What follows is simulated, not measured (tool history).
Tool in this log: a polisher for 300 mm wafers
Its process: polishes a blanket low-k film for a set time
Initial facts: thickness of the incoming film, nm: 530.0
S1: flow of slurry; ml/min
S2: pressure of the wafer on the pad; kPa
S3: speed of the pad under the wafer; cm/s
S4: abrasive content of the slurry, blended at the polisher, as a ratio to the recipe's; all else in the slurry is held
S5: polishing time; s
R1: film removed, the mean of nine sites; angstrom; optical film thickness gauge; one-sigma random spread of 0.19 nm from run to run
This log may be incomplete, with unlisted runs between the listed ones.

run 1 hour=0.0 | S1=125 S2=10.3 S3=84 S4=1.0 S5=33 | R1=114.40
run 2 hour=7.0 | S1=130 S2=11.0 S3=84 S4=1.0 S5=33 | R1=123.62
run 3 hour=15.6 | S1=135 S2=11.7 S3=84 S4=1.0 S5=33 | R1=133.56
run 4 hour=16.4 | S1=135 S2=11.7 S3=102 S4=1.0 S5=33 | R1=154.83
run 5 hour=24.9 | S1=135 S2=11.7 S3=102 S4=1.0 S5=30 | R1=138.54
run 6 hour=28.7 | S1=140 S2=11.7 S3=102 S4=1.0 S5=30 | R1=139.77
run 7 hour=33.4 | S1=140 S2=12.4 S3=102 S4=1.0 S5=30 | R1=151.45

Predict the results of run 8:
run 8 hour=37.4 | S1=145 S2=13.1 S3=102 S4=1.0 S5=30 | R1=?

R1: 157.04 angstrom

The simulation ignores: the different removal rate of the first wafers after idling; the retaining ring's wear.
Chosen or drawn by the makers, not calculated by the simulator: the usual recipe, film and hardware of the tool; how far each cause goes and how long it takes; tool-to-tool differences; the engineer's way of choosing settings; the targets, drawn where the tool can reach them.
